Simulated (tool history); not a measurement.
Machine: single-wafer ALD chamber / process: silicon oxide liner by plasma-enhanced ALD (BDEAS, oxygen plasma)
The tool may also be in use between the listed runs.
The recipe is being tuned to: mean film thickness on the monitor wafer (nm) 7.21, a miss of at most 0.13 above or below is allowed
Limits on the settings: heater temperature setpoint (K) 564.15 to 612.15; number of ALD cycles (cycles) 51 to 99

run	hour	heater temperature setpoint (K)	number of ALD cycles (cycles)	mean film thickness on the monitor wafer (nm)
1	0	588.15	75	6.4606
2	4.9	588.15	64	5.5154
3	8.7	596.15	64	5.4778
4	12.4	596.15	69	5.8386
5	16.6	595.15	71	6.0377
6	23.9	595.15	73	6.2643
7	32	595.15	73	6.2028
8	38	595.15	75	6.4085
9	46.1	595.15	76	6.4984
10	49.6	595.15	77	6.5752

Which single option among these 5 for the next run brings every result within its allowed miss of target? Just one does.
A	53.1	599.15	90	?
B	53.1	605.15	86	?
C	53.1	593.15	81	?
D	53.1	592.15	70	?
E	53.1	597.15	81	?

move	mean film thickness on the monitor wafer (nm)
A	7.5961
B	7.1889
C	6.902
D	5.9742
E	6.8583
A: takes the result that was furthest off past its target
B: in spec on every target
C: closer than the last run, but not yet in spec
D: lands further from the targets than the last run did
E: closer than the last run, but not yet in spec
The move that meets every target is B.

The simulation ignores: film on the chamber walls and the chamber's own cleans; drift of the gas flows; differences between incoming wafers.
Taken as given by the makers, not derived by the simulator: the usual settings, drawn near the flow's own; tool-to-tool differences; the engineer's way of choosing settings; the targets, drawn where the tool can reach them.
